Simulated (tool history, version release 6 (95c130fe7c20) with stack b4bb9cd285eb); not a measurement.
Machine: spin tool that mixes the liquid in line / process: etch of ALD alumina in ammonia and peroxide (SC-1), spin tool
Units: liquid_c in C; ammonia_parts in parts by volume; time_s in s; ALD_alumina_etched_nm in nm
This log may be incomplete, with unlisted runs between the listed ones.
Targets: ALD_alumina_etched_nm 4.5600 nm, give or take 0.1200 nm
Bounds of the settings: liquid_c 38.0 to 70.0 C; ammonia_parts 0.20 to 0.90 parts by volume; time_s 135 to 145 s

run,hour,liquid_c,ammonia_parts,time_s,ALD_alumina_etched_nm
1,0.0,54.0,0.50,135,8.8876
2,7.1,54.0,0.40,135,8.7084
3,8.1,54.0,0.40,135,8.6671
4,14.0,50.0,0.40,135,6.9787
5,19.4,50.0,0.30,135,6.7489
6,21.9,44.5,0.30,135,5.0463
7,25.6,44.0,0.30,135,4.8725
8,29.5,43.5,0.30,135,4.7504

4 candidate next runs follow, results not yet known. Just one meets every target within its allowed miss. Identify it.
A,33.4,43.0,0.35,145,?
B,33.4,42.5,0.40,145,?
C,33.4,41.5,0.30,145,?
D,33.4,45.0,0.25,135,?

move,ALD_alumina_etched_nm
A,5.0438
B,4.9647
C,4.5605
D,5.0924
A: moves away from the targets compared with the last run
B: moves away from the targets compared with the last run
C: each result inside its tolerance
D: moves away from the targets compared with the last run
Go with C: it meets all targets.
